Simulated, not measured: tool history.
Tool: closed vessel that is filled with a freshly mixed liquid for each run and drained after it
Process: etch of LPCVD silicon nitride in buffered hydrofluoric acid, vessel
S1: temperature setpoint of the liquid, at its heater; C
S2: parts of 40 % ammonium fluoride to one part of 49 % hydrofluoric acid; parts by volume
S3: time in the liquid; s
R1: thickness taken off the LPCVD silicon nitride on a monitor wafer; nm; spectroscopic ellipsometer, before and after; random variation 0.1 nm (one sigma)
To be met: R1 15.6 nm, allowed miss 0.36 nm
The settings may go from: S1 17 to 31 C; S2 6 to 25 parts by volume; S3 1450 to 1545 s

run 1 day=0 | S1=23 S2=15.5 S3=1450 | R1=12.387
run 2 day=0.117 | S1=23 S2=19 S3=1450 | R1=10.134
run 3 day=0.342 | S1=25.5 S2=19 S3=1450 | R1=11.601
run 4 day=0.642 | S1=27 S2=19 S3=1450 | R1=12.638
run 5 day=0.812 | S1=28 S2=19 S3=1450 | R1=13.254
run 6 day=1.183 | S1=28 S2=19 S3=1450 | R1=13.455
run 7 day=1.383 | S1=29 S2=19 S3=1450 | R1=14.191
run 8 day=1.433 | S1=29.5 S2=19 S3=1450 | R1=14.521
run 9 day=1.646 | S1=30 S2=19 S3=1450 | R1=15.035

Which of these 5 next moves meets every target?
run A day=1.858 | S1=26.5 S2=17 S3=1490 | R1=?
run B day=1.858 | S1=29 S2=18 S3=1505 | R1=?
run C day=1.858 | S1=29 S2=19.5 S3=1520 | R1=?
run D day=1.858 | S1=30 S2=18.5 S3=1545 | R1=?
run E day=1.858 | S1=30 S2=19 S3=1465 | R1=?

move=A R1=14.257
move=B R1=15.558
move=C R1=14.524
move=D R1=16.391
move=E R1=15.14
A: further off than the last run
B: meets every target
C: further off than the last run
D: takes the result that was furthest off past its target
E: nearer than the last run, and not there yet
Answer: B
